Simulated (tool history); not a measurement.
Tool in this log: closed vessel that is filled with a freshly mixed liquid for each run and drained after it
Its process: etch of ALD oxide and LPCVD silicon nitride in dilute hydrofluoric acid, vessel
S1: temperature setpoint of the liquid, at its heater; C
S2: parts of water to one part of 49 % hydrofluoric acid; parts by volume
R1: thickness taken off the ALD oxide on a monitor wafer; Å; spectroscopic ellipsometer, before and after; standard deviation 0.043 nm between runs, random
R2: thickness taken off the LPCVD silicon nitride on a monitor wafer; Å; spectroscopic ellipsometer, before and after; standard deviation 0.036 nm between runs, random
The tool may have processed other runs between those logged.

Run 1, day 0: S1 22 C, S2 205 parts by volume, time in the liquid (s) 105. Result: R1 55.551 Å, R2 2.1506 Å.
Run 2, day 0.233: S1 24 C, S2 205 parts by volume, time in the liquid (s) 105. Result: R1 60.242 Å, R2 2.2862 Å.
Run 3, day 0.258: S1 25.5 C, S2 195 parts by volume, time in the liquid (s) 105. Result: R1 66.651 Å, R2 2.7267 Å.
Run 4, day 0.45: S1 26.5 C, S2 180 parts by volume, time in the liquid (s) 105. Result: R1 76.863 Å, R2 3.0833 Å.
Run 5, day 0.588: S1 27.5 C, S2 175 parts by volume, time in the liquid (s) 105. Result: R1 82.288 Å, R2 3.2055 Å.
Run 6, day 0.708: S1 27.5 C, S2 230 parts by volume, time in the liquid (s) 105. Result: R1 58.635 Å, R2 2.5927 Å.
Run 7, day 0.888: S1 28 C, S2 210 parts by volume, time in the liquid (s) 105. Result: R1 66.903 Å, R2 3.2156 Å.
Run 8, day 1.088: S1 28 C, S2 210 parts by volume, time in the liquid (s) 105. Result: R1 67.416 Å, R2 3.3149 Å.
Run 9, day 1.108: S1 28 C, S2 195 parts by volume, time in the liquid (s) 105. Result: R1 73.269 Å, R2 2.8879 Å.
At day 1.421: thermometer replaced.
Run 10, day 1.421: S1 28.5 C, S2 185 parts by volume, time in the liquid (s) 105. Result: R1 76.296 Å, R2 2.9769 Å.

The next listed run, before its measurement:
Run 11, day 1.788: S1 29 C, S2 175 parts by volume, time in the liquid (s) 105. Result: R1 ?, R2 ?.

Run 11 yielded R1 82.376 Å, R2 3.3549 Å.
